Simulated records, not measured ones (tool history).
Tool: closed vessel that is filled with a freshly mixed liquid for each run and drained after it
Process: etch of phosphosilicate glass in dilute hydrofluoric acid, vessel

run	day	temperature setpoint of the liquid (K)	parts of water to one part of 49 % hydrofluoric acid (parts by volume)	time in the liquid (s)	thickness taken off the phosphosilicate glass on a monitor wafer (Å)
1	0.000	295.15	75	30	656.75
2	0.129	293.15	75	30	598.10
3	0.158	293.15	75	30	603.42
4	0.462	290.15	75	30	533.14
5	0.692	293.15	75	30	603.71
6	0.842	295.15	75	30	656.65
7	0.988	296.65	75	30	685.82
8	1.158	296.65	75	30	703.02
9	1.192	297.65	75	30	719.18

Run 10 comes next. What will it give?
10	1.321	298.65	75	30	?

thickness taken off the phosphosilicate glass on a monitor wafer (Å): 754.57
